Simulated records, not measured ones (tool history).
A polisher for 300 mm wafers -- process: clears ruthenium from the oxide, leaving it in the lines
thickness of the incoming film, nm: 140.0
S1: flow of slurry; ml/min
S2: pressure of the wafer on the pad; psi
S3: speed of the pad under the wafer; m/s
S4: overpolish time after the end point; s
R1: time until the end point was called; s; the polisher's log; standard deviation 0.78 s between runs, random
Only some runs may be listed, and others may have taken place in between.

run 1 day=0.000 | S1=210 S2=2.0 S3=1.24 S4=44 | R1=96.437
run 2 day=0.038 | S1=210 S2=2.2 S3=1.28 S4=44 | R1=81.735
run 3 day=0.146 | S1=170 S2=2.2 S3=1.28 S4=44 | R1=83.892
run 4 day=0.342 | S1=170 S2=2.4 S3=1.30 S4=44 | R1=78.565
run 5 day=0.671 | S1=170 S2=2.6 S3=1.36 S4=44 | R1=67.846
run 6 day=0.721 | S1=170 S2=2.3 S3=1.36 S4=44 | R1=76.669
run 7 day=0.754 | S1=170 S2=2.5 S3=1.40 S4=44 | R1=68.385
run 8 day=0.821 | S1=170 S2=2.6 S3=1.44 S4=44 | R1=65.839
run 9 day=1.029 | S1=170 S2=2.7 S3=1.48 S4=44 | R1=62.133
run 10 day=1.083 | S1=170 S2=2.8 S3=1.52 S4=44 | R1=58.703
run 11 day=1.442 | S1=170 S2=2.9 S3=1.56 S4=44 | R1=54.934
run 12 day=1.804 | S1=170 S2=2.9 S3=1.58 S4=44 | R1=53.690
run 13 day=1.979 | S1=170 S2=2.9 S3=1.60 S4=44 | R1=54.843

For run 14, what comes out?
run 14 day=2.133 | S1=170 S2=2.9 S3=1.62 S4=44 | R1=?

Logged for run 14: R1 51.902 s.

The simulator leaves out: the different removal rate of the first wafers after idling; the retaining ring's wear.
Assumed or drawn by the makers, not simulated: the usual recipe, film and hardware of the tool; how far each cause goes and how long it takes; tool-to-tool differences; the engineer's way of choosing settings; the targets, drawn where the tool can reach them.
